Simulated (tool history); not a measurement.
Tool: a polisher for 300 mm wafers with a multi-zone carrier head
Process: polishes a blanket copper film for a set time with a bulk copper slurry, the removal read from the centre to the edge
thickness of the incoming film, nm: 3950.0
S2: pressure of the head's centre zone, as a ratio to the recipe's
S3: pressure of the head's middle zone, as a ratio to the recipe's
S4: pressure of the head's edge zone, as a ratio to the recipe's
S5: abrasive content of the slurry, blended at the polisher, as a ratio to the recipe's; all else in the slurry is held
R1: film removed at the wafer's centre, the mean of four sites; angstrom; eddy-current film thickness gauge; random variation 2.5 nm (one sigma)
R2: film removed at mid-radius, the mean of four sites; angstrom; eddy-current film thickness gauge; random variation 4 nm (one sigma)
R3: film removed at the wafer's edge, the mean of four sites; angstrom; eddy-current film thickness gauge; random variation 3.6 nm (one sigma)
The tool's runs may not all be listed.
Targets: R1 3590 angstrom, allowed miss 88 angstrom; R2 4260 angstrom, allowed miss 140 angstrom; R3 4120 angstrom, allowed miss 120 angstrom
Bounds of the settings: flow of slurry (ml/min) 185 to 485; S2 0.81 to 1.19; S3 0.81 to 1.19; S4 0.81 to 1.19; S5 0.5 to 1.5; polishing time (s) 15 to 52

{"run": 1, "day": 0.0, "flow of slurry (ml/min)": 310, "S2": 1, "S3": 1, "S4": 1, "S5": 1, "polishing time (s)": 33, "R1": 2889.8, "R2": 3042.8, "R3": 3017.5}
{"run": 2, "day": 0.304, "flow of slurry (ml/min)": 315, "S2": 1, "S3": 1.02, "S4": 1.03, "S5": 1.1, "polishing time (s)": 34, "R1": 3035.8, "R2": 3167.2, "R3": 3152.3}
{"run": 3, "day": 0.662, "flow of slurry (ml/min)": 315, "S2": 1.04, "S3": 1.02, "S4": 1.03, "S5": 1.1, "polishing time (s)": 34, "R1": 3180, "R2": 3265.3, "R3": 3203.9}
{"run": 4, "day": 0.858, "flow of slurry (ml/min)": 305, "S2": 1.02, "S3": 1.04, "S4": 1.05, "S5": 1.15, "polishing time (s)": 35, "R1": 3206.5, "R2": 3387.8, "R3": 3363.7}
{"run": 5, "day": 1.225, "flow of slurry (ml/min)": 305, "S2": 1.1, "S3": 1.04, "S4": 1.05, "S5": 1.15, "polishing time (s)": 35, "R1": 3497.7, "R2": 3377.1, "R3": 3386.2}
{"run": 6, "day": 1.329, "flow of slurry (ml/min)": 305, "S2": 1.08, "S3": 1.07, "S4": 1.07, "S5": 1.2, "polishing time (s)": 36, "R1": 3546, "R2": 3568.9, "R3": 3545.8}
{"run": 7, "day": 1.433, "flow of slurry (ml/min)": 310, "S2": 1.06, "S3": 1.09, "S4": 1.09, "S5": 1.25, "polishing time (s)": 36, "R1": 3482, "R2": 3681.4, "R3": 3554.7}
{"run": 8, "day": 1.579, "flow of slurry (ml/min)": 300, "S2": 1.04, "S3": 1.1, "S4": 1.11, "S5": 1.3, "polishing time (s)": 37, "R1": 3600.6, "R2": 3825.7, "R3": 3748.1}
{"run": 9, "day": 1.829, "flow of slurry (ml/min)": 300, "S2": 1.02, "S3": 1.11, "S4": 1.12, "S5": 1.35, "polishing time (s)": 37, "R1": 3557.7, "R2": 3894.2, "R3": 3868.6}
{"run": 10, "day": 1.896, "flow of slurry (ml/min)": 305, "S2": 1.01, "S3": 1.12, "S4": 1.13, "S5": 1.35, "polishing time (s)": 37, "R1": 3514.9, "R2": 3914, "R3": 3864.3}
{"run": 11, "day": 2.075, "flow of slurry (ml/min)": 310, "S2": 1.01, "S3": 1.13, "S4": 1.14, "S5": 1.4, "polishing time (s)": 37, "R1": 3523.7, "R2": 4003.2, "R3": 3876.1}

5 next moves are on the table. One of them brings every result within its allowed miss. Which?
{"run": "A", "day": 2.254, "flow of slurry (ml/min)": 250, "S2": 1, "S3": 1.03, "S4": 1.19, "S5": 1.45, "polishing time (s)": 40, "R1": "?", "R2": "?", "R3": "?"}
{"run": "B", "day": 2.254, "flow of slurry (ml/min)": 280, "S2": 1, "S3": 1.03, "S4": 1.19, "S5": 1.35, "polishing time (s)": 40, "R1": "?", "R2": "?", "R3": "?"}
{"run": "C", "day": 2.254, "flow of slurry (ml/min)": 210, "S2": 0.98, "S3": 1.14, "S4": 1.15, "S5": 1.5, "polishing time (s)": 39, "R1": "?", "R2": "?", "R3": "?"}
{"run": "D", "day": 2.254, "flow of slurry (ml/min)": 345, "S2": 0.94, "S3": 1.01, "S4": 1.19, "S5": 1.3, "polishing time (s)": 40, "R1": "?", "R2": "?", "R3": "?"}
{"run": "E", "day": 2.254, "flow of slurry (ml/min)": 295, "S2": 0.87, "S3": 1.11, "S4": 1.14, "S5": 1.35, "polishing time (s)": 41, "R1": "?", "R2": "?", "R3": "?"}

move=A R1=3757.5 R2=4061 R3=4294.2
move=B R1=3730.2 R2=4027.7 R3=4250.6
move=C R1=3572.5 R2=4295.2 R3=4097.8
move=D R1=3544.4 R2=3984.7 R3=4261.2
move=E R1=3371.9 R2=4419.7 R3=4268.1
A: takes the result that was furthest off past its target
B: takes the result that was furthest off past its target
C: meets every target
D: takes the result that was furthest off past its target
E: takes the result that was furthest off past its target
Move C is the one to make.
